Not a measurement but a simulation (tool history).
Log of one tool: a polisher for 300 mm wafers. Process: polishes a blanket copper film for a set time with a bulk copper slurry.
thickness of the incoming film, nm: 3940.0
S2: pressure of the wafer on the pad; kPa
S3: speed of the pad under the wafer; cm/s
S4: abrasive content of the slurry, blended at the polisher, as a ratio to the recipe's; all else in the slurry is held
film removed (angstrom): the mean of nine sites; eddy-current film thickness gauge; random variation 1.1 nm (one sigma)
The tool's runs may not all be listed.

run 1 hour=0 | flow_of_slurry_(ml/min)=230 S2=18.6 S3=82 S4=1 polishing_time_(s)=23 | film_removed_(angstrom)=1731.4
run 2 hour=5 | flow_of_slurry_(ml/min)=230 S2=18.6 S3=102 S4=1 polishing_time_(s)=23 | film_removed_(angstrom)=2108.5
run 3 hour=13.6 | flow_of_slurry_(ml/min)=230 S2=16.5 S3=100 S4=1 polishing_time_(s)=23 | film_removed_(angstrom)=1866.2
run 4 hour=18.4 | flow_of_slurry_(ml/min)=200 S2=16.5 S3=100 S4=1 polishing_time_(s)=23 | film_removed_(angstrom)=1830.8
run 5 hour=24.6 | flow_of_slurry_(ml/min)=200 S2=15.2 S3=98 S4=1 polishing_time_(s)=23 | film_removed_(angstrom)=1663.4
run 6 hour=32.6 | flow_of_slurry_(ml/min)=200 S2=13.8 S3=96 S4=1 polishing_time_(s)=23 | film_removed_(angstrom)=1485.1

Run 7 comes next. What will it give?
run 7 hour=37.4 | flow_of_slurry_(ml/min)=195 S2=9 S3=94 S4=1 polishing_time_(s)=23 | film_removed_(angstrom)=?

{"run 7": {"film removed (angstrom)": 953.5}}
